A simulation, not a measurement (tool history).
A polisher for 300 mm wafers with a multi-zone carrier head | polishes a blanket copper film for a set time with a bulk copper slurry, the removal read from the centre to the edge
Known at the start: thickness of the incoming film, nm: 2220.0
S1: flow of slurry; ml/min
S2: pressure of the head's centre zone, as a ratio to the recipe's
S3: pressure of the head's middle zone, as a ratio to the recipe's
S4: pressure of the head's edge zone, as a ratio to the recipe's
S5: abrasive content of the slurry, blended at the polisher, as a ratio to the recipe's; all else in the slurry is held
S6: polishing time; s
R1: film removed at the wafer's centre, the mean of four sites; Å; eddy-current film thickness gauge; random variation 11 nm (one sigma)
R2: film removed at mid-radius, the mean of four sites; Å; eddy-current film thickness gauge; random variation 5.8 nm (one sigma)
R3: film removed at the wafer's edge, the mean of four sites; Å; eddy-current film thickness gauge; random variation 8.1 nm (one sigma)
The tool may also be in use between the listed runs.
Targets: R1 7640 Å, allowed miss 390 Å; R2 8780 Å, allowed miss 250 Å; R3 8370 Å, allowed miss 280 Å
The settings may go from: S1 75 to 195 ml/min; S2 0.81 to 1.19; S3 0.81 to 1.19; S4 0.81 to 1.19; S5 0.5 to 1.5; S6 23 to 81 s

| run | day | S1 | S2 | S3 | S4 | S5 | S6 | R1 | R2 | R3 |
|---|---|---|---|---|---|---|---|---|---|---|
| 1 | 0 | 125 | 1 | 1 | 1 | 1 | 52 | 5854.8 | 5882.2 | 5671.2 |
| 2 | 0.242 | 130 | 0.99 | 1.01 | 1.02 | 1.05 | 53 | 6011.2 | 6077.3 | 5894.7 |
| 3 | 0.358 | 135 | 0.98 | 1.02 | 1.04 | 1.1 | 54 | 6071.6 | 6272.2 | 6204.3 |
| 4 | 0.379 | 140 | 0.98 | 1.04 | 1.05 | 1.15 | 55 | 6367.2 | 6680.7 | 6475.4 |
| 5 | 0.712 | 125 | 0.98 | 1.04 | 1.05 | 1.15 | 55 | 6334.1 | 6542.9 | 6299.4 |
| 6 | 0.829 | 125 | 0.98 | 1.09 | 1.05 | 1.15 | 55 | 6228.1 | 6797.9 | 6324 |
| 7 | 1.092 | 130 | 0.98 | 1.1 | 1.07 | 1.2 | 56 | 6585.2 | 7119.5 | 6746.8 |
| 8 | 1.333 | 135 | 0.98 | 1.11 | 1.08 | 1.25 | 56 | 6717.2 | 7286.2 | 6726.4 |
| 9 | 1.604 | 140 | 0.97 | 1.11 | 1.09 | 1.3 | 57 | 6855.3 | 7553.5 | 6987.8 |

5 next moves are on the table. One of them brings every result within its allowed miss. Which?
| A | 1.875 | 170 | 0.93 | 1.03 | 1.1 | 1.25 | 73 | ? | ? | ? |
| B | 1.875 | 180 | 1.16 | 1.19 | 0.88 | 1.5 | 51 | ? | ? | ? |
| C | 1.875 | 140 | 1.19 | 1.14 | 1.11 | 1.45 | 47 | ? | ? | ? |
| D | 1.875 | 90 | 0.91 | 1.05 | 1 | 1.4 | 72 | ? | ? | ? |
| E | 1.875 | 155 | 0.84 | 0.97 | 1.15 | 1.05 | 71 | ? | ? | ? |

| move | R1 | R2 | R3 |
|---|---|---|---|
| A | 8252.9 | 9270.1 | 9226 |
| B | 7641.1 | 7752.2 | 6105.5 |
| C | 6892.2 | 6594.3 | 6090.2 |
| D | 7415.9 | 8763.2 | 8405.2 |
| E | 6805 | 8070.9 | 8677.5 |
A: takes the result that was furthest off past its target
B: further off than the last run
C: further off than the last run
D: meets every target
E: takes the result that was furthest off past its target
The right move is D.
